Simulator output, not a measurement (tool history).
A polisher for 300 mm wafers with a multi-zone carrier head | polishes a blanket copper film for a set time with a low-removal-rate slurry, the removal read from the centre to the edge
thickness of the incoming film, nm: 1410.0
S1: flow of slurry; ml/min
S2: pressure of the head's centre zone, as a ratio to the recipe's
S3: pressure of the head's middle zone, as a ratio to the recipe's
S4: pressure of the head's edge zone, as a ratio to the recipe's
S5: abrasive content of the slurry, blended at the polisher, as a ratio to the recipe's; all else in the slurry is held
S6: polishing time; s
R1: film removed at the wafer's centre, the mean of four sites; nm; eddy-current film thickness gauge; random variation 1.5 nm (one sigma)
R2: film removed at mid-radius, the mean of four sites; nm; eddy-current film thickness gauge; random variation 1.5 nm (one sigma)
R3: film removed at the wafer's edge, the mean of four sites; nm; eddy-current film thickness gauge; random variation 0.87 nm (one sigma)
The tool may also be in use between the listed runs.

Run 1, hour 0.0: S1 185 ml/min, S2 1.00, S3 1.00, S4 1.00, S5 1.00, S6 73 s. Result: R1 157.35 nm, R2 144.61 nm, R3 145.52 nm.
Run 2, hour 1.0: S1 185 ml/min, S2 1.00, S3 1.00, S4 1.00, S5 1.15, S6 73 s. Result: R1 160.99 nm, R2 153.45 nm, R3 153.42 nm.
Run 3, hour 8.6: S1 185 ml/min, S2 1.00, S3 1.00, S4 1.00, S5 1.00, S6 73 s. Result: R1 150.29 nm, R2 147.64 nm, R3 148.28 nm.
Run 4, hour 10.5: S1 185 ml/min, S2 1.00, S3 1.00, S4 1.00, S5 1.00, S6 88 s. Result: R1 182.80 nm, R2 177.77 nm, R3 177.57 nm.
Run 5, hour 12.3: S1 185 ml/min, S2 1.00, S3 1.00, S4 1.00, S5 1.00, S6 102 s. Result: R1 218.15 nm, R2 200.70 nm, R3 205.35 nm.
Run 6, hour 18.7: S1 185 ml/min, S2 1.00, S3 1.00, S4 0.93, S5 1.00, S6 102 s. Result: R1 216.56 nm, R2 205.95 nm, R3 196.67 nm.
Run 7, hour 21.6: S1 135 ml/min, S2 0.90, S3 0.90, S4 0.86, S5 0.75, S6 81 s. Result: R1 132.04 nm, R2 135.39 nm, R3 136.82 nm.
Run 8, hour 29.1: S1 130 ml/min, S2 0.90, S3 0.88, S4 0.85, S5 0.65, S6 80 s. Result: R1 127.58 nm, R2 126.00 nm, R3 129.71 nm.

Forecast run 9:
Run 9, hour 30.4: S1 115 ml/min, S2 0.85, S3 0.86, S4 0.82, S5 0.60, S6 80 s. Result: R1 ?, R2 ?, R3 ?.

{"run 9": {"R1": 113.19, "R2": 116.52, "R3": 121.94}}
